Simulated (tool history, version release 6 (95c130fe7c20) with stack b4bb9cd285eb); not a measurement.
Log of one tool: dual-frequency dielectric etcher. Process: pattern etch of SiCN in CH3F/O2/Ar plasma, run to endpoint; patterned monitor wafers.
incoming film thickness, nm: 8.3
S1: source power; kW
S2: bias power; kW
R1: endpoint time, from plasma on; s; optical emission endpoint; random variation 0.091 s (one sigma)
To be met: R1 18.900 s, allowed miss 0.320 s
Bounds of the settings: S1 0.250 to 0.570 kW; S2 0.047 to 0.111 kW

run,hour,S1,S2,R1
1,0.0,0.410,0.079,21.825
2,8.0,0.450,0.080,20.919
3,11.9,0.510,0.080,20.207
4,17.6,0.530,0.082,19.616
5,18.2,0.530,0.071,21.297
6,19.5,0.540,0.075,20.402
7,24.6,0.550,0.078,19.871
8,26.5,0.560,0.080,19.509
9,28.3,0.560,0.081,19.407
10,33.7,0.560,0.082,19.251

Which of these 5 next moves meets every target?
A,39.1,0.570,0.083,?
B,39.1,0.540,0.079,?
C,39.1,0.540,0.082,?
D,39.1,0.560,0.078,?
E,39.1,0.540,0.081,?

move,R1
A,19.045
B,19.932
C,19.519
D,19.835
E,19.654
A: meets every target
B: further off than the last run
C: further off than the last run
D: further off than the last run
E: further off than the last run
Move A is the one to make.

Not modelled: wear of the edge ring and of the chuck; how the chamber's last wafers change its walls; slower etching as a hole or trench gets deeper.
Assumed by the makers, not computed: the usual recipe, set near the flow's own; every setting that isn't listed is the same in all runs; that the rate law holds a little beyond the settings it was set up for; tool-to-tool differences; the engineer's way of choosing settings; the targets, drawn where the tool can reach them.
